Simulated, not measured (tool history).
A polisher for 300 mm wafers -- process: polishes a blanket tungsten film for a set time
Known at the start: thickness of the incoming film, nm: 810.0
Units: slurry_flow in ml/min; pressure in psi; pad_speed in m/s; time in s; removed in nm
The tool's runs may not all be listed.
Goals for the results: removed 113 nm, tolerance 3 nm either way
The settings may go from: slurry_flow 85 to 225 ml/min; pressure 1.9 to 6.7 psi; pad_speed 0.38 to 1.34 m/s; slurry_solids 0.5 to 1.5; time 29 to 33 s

run    day  slurry_flow  pressure  pad_speed  slurry_solids  time  removed
  1      0          145       4.3       0.86              1    33   121.18
  2  0.092          140       4.3       0.86              1    33   119.58
  3  0.217          140       4.3       0.86              1    33   118.99
  4  0.304          135       4.3       0.86              1    33   117.48
     0.662  -- head pressure recalibrated
  5  0.662          165       4.3       0.86              1    33   129.42
  6  0.779          180       4.3       0.86              1    33   131.19
  7  0.892          165       4.3       0.86              1    33   128.58
  8  0.958          155       4.3       0.86              1    33   127.17
  9  1.079          145       4.3       0.86              1    33   125.15
 10   1.25          135       4.3       0.86              1    33   124.97

Exercise: of the 4 proposed moves below, exactly one satisfies all targets within the stated allowed misses. Which move is it?
  A  1.421          160       4.2        0.9           1.15    29        ?
  B  1.421          140       5.1       0.68           0.85    33        ?
  C  1.421          135       4.5       0.88            1.1    29        ?
  D  1.421          140       4.8       0.86              1    31        ?

move  removed
   A   119.67
   B   111.03
   C   118.94
   D   128.84
A: gains on the last run, yet a result remains outside its allowed miss
B: every result lands within tolerance
C: gains on the last run, yet a result remains outside its allowed miss
D: further off than the last run
Answer: B
